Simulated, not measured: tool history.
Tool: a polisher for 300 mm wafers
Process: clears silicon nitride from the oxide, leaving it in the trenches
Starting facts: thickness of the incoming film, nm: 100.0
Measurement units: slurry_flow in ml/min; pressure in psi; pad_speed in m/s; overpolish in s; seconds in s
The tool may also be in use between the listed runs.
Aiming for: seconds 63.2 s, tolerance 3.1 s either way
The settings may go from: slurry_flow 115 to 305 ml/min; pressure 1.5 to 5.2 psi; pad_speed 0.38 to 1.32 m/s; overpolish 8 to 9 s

run 1 day=0 | slurry_flow=195 pressure=3.3 pad_speed=0.84 overpolish=9 | seconds=119.57
run 2 day=0.121 | slurry_flow=240 pressure=3.3 pad_speed=0.84 overpolish=9 | seconds=116.8
run 3 day=0.171 | slurry_flow=240 pressure=3.6 pad_speed=0.84 overpolish=9 | seconds=107.3
run 4 day=0.308 | slurry_flow=240 pressure=3.9 pad_speed=0.86 overpolish=9 | seconds=99.353
run 5 day=0.329 | slurry_flow=240 pressure=4.1 pad_speed=0.88 overpolish=9 | seconds=90.371
run 6 day=0.388 | slurry_flow=240 pressure=4.1 pad_speed=0.72 overpolish=9 | seconds=111.24
run 7 day=0.596 | slurry_flow=240 pressure=4.3 pad_speed=0.76 overpolish=9 | seconds=102.19
run 8 day=0.788 | slurry_flow=240 pressure=4.3 pad_speed=0.76 overpolish=9 | seconds=101.5
run 9 day=0.95 | slurry_flow=240 pressure=4.5 pad_speed=0.8 overpolish=9 | seconds=95.103

Which one of the following 4 next-run settings gets every result inside its allowed miss? There is exactly one.
run A day=1.112 | slurry_flow=240 pressure=4.3 pad_speed=0.64 overpolish=8 | seconds=?
run B day=1.112 | slurry_flow=220 pressure=3.8 pad_speed=0.56 overpolish=8 | seconds=?
run C day=1.112 | slurry_flow=305 pressure=5 pad_speed=1.08 overpolish=9 | seconds=?
run D day=1.112 | slurry_flow=245 pressure=4.1 pad_speed=0.76 overpolish=9 | seconds=?

move=A seconds=119.29
move=B seconds=150.4
move=C seconds=63.642
move=D seconds=106.37
A: moves away from the targets compared with the last run
B: moves away from the targets compared with the last run
C: meets every target
D: moves away from the targets compared with the last run
So the answer is move C, the one that meets all the targets.
